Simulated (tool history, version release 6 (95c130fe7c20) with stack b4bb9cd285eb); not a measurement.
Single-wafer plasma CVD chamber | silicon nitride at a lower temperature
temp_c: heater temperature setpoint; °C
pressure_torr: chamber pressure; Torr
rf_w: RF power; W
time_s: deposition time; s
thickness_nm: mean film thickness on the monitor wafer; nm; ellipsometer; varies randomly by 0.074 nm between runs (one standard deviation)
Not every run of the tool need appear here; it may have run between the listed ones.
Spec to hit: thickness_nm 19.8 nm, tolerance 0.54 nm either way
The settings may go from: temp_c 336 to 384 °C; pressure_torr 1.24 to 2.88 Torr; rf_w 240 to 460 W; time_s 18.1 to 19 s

run	hour	temp_c	pressure_torr	rf_w	time_s	thickness_nm
1	0	360	2.06	350	19	27.885
2	7.9	360	2.06	350	19	27.788
3	13.9	360	1.9	325	18.8	25.274
4	16.1	360	1.8	310	18.7	23.905
5	22.6	352	1.8	310	18.7	24.143
6	23.8	352	1.8	310	18.1	23.062
7	32.1	352	1.8	310	18.1	23.174
8	34.4	352	1.71	300	18.1	22.212
9	42.2	352	1.3	265	18.1	18.101
10	45.9	352	1.36	265	18.1	18.375
11	47.2	352	1.41	265	18.1	18.669
12	56.1	352	1.45	265	18.1	18.946
13	62.4	352	1.48	265	18.1	18.912
14	69.6	352	1.51	265	18.1	19.146
15	76.2	352	1.66	275	18.1	20.489
16	79.2	352	1.64	275	18.1	20.484

Which single option among these 5 for the next run brings every result within its allowed miss of target? Just one does.
A	82.2	361	1.63	280	19	?
B	82.2	342	1.4	265	19	?
C	82.2	352	1.68	270	19	?
D	82.2	359	1.71	270	19	?
E	82.2	355	1.68	270	19	?

move	thickness_nm
A	21.464
B	19.527
C	21.095
D	21.158
E	21.067
A: the biggest miss grows against the last run
B: meets every target
C: the biggest miss grows against the last run
D: the biggest miss grows against the last run
E: the biggest miss grows against the last run
So the answer is move B, the one that meets all the targets.
